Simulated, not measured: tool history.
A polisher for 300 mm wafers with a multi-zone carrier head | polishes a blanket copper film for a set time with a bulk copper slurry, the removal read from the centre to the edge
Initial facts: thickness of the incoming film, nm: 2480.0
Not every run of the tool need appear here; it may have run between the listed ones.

run  hour  flow of slurry (ml/min)  pressure of the head's centre zone  pressure of the head's middle zone  pressure of the head's edge zone  abrasive content of the slurry  polishing time (s)  film removed at the wafer's centre (nm)  film removed at mid-radius (nm)  film removed at the wafer's edge (nm)
  1     0                      245                                   1                                   1                                 1                               1                  58                                   757.64                            768.4                                 771.57
  2   7.4                      235                                0.96                                0.97                              0.97                            0.85                  56                                   676.88                           675.06                                 710.76
  3  15.7                      230                                0.93                                0.97                              0.94                            0.75                  55                                   623.82                           659.69                                 660.78
  4    18                      220                                 0.9                                0.94                              0.91                             0.7                  55                                    589.4                           636.25                                 650.45
  5    23                      220                                 0.9                                0.85                              0.91                             0.7                  55                                   587.56                            579.3                                 647.08
  6  29.3                      220                                 0.9                                0.85                              0.84                             0.7                  55                                    588.3                           582.26                                 640.54
  7  30.1                      215                                0.89                                0.86                              0.83                            0.65                  54                                   563.81                           561.04                                 608.93
  8  33.9                      205                                0.88                                0.87                              0.82                             0.6                  54                                    544.7                           563.54                                 596.13
  9  35.4                      180                                0.86                                0.87                              0.81                             0.5                  53                                   494.22                            513.6                                 562.39
 10    43                      190                                0.86                                0.88                              0.81                             0.5                  53                                   493.94                           531.19                                 559.26

The next listed run, before its measurement:
 11    44                      195                                0.86                                0.88                              0.81                             0.5                  53                                        ?                                ?                                      ?

film removed at the wafer's centre (nm): 499.11
film removed at mid-radius (nm): 526.03
film removed at the wafer's edge (nm): 559.11

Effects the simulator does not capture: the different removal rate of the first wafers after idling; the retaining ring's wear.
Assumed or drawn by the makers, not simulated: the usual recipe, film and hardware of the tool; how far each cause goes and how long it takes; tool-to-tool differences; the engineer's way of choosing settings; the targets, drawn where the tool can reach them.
